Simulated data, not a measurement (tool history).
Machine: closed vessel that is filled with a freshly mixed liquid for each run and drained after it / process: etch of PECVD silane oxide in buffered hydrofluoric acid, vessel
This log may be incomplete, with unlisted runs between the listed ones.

| run | hour | temperature setpoint of the liquid (K) | parts of 40 % ammonium fluoride to one part of 49 % hydrofluoric acid (parts by volume) | time in the liquid (s) | thickness taken off the PECVD silane oxide on a monitor wafer (Å) |
|---|---|---|---|---|---|
| 1 | 0.0 | 297.15 | 17.5 | 105 | 2620.1 |
| 2 | 4.8 | 297.15 | 17.5 | 105 | 2615.0 |
| 3 | 11.6 | 297.15 | 22.0 | 105 | 2164.8 |
| 4 | 14.8 | 297.15 | 17.5 | 105 | 2601.6 |
| 5 | 22.7 | 297.15 | 15.5 | 105 | 2920.3 |
| 6 | 24.4 | 294.15 | 15.5 | 105 | 2492.0 |
| 7 | 32.2 | 298.15 | 12.0 | 105 | 4071.1 |
| 8 | 37.8 | 298.65 | 12.0 | 105 | 4107.8 |
| 9 | 38.5 | 299.15 | 12.0 | 105 | 4177.7 |
| 10 | 44.0 | 299.65 | 12.0 | 105 | 4294.5 |
| 11 | 47.2 | 300.15 | 12.0 | 105 | 4459.2 |
| 12 | 52.8 | 300.65 | 12.0 | 105 | 4603.9 |

The next listed run, before its measurement:
| 13 | 59.6 | 301.15 | 12.0 | 105 | ? |

Run 13 gave thickness taken off the PECVD silane oxide on a monitor wafer (Å) 4685.6.
